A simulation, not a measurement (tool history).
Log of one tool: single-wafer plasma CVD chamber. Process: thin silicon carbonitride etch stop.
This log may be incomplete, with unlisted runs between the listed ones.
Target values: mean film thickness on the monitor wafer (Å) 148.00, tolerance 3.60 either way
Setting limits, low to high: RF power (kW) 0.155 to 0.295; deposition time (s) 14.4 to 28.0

run,hour,RF power (kW),deposition time (s),mean film thickness on the monitor wafer (Å)
1,0.0,0.225,21.2,133.02
2,8.8,0.225,18.6,116.22
3,10.4,0.225,21.5,133.83
4,11.1,0.250,21.5,137.90
5,16.1,0.250,18.7,120.16
6,17.9,0.255,19.9,128.94
7,23.2,0.260,20.6,134.16
8,27.2,0.265,21.1,137.70
9,28.0,0.270,21.5,141.57
10,34.5,0.275,21.7,143.02

Pick the move, out of 4, that brings all results within their allowed miss; only one does.
A,41.0,0.270,21.2,?
B,41.0,0.240,21.1,?
C,41.0,0.265,22.6,?
D,41.0,0.280,21.0,?

move,mean film thickness on the monitor wafer (Å)
A,139.31
B,134.15
C,147.73
D,139.42
A: the biggest miss grows against the last run
B: the biggest miss grows against the last run
C: meets every target
D: the biggest miss grows against the last run
Move C is the one to make.

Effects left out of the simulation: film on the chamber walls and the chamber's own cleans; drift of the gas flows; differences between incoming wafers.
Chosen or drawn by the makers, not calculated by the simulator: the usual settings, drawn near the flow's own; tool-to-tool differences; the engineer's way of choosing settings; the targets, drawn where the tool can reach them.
